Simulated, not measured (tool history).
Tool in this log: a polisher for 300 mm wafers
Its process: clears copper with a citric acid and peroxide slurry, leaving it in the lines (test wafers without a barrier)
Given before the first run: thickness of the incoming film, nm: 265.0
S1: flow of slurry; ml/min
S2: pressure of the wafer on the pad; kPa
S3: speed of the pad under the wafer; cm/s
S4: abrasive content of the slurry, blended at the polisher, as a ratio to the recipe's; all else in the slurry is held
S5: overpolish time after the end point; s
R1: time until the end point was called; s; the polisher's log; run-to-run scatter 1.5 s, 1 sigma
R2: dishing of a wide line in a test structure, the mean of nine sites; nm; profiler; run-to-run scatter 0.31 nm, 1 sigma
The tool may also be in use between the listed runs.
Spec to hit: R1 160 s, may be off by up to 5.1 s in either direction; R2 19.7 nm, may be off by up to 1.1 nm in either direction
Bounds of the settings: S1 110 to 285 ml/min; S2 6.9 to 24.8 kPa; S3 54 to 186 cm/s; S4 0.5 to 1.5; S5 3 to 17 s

| run | day | S1 | S2 | S3 | S4 | S5 | R1 | R2 |
|---|---|---|---|---|---|---|---|---|
| 1 | 0 | 180 | 15.9 | 118 | 1 | 9 | 137.41 | 14.194 |
| 2 | 0.242 | 160 | 15.9 | 118 | 1 | 9 | 142.21 | 13.758 |
| 3 | 0.362 | 160 | 15.9 | 130 | 1 | 9 | 129.09 | 14.603 |
| 4 | 0.729 | 160 | 15.9 | 130 | 1.1 | 9 | 127.81 | 15.476 |
| 5 | 0.817 | 160 | 15.9 | 130 | 1.1 | 11 | 127.55 | 18.079 |
|  | 0.921 | head pressure recalibrated |
| 6 | 0.921 | 160 | 15.9 | 130 | 1.1 | 9 | 131.95 | 15.065 |
| 7 | 1.204 | 150 | 15.2 | 130 | 1.15 | 10 | 134.15 | 16.041 |
| 8 | 1.238 | 150 | 14.5 | 130 | 1.15 | 11 | 137.56 | 17.31 |
| 9 | 1.442 | 150 | 13.8 | 130 | 1.15 | 12 | 143.49 | 18.134 |

Which of these 5 next moves meets every target?
| A | 1.646 | 180 | 19.3 | 72 | 1.3 | 16 | ? | ? |
| B | 1.646 | 165 | 10.3 | 156 | 1.1 | 14 | ? | ? |
| C | 1.646 | 230 | 11.7 | 118 | 1.2 | 15 | ? | ? |
| D | 1.646 | 175 | 10.3 | 126 | 1.05 | 16 | ? | ? |
| E | 1.646 | 140 | 13.8 | 102 | 1.15 | 16 | ? | ? |

| move | R1 | R2 |
|---|---|---|
| A | 167.11 | 19.608 |
| B | 142.99 | 19.77 |
| C | 157.94 | 19.277 |
| D | 170.34 | 19.038 |
| E | 170.36 | 19.139 |
A: the result that was furthest off in the last run now lies on the other side of its target
B: neither nearer nor further off than the last run
C: every result within its allowed miss
D: the result that was furthest off in the last run now lies on the other side of its target
E: the result that was furthest off in the last run now lies on the other side of its target
Answer: C
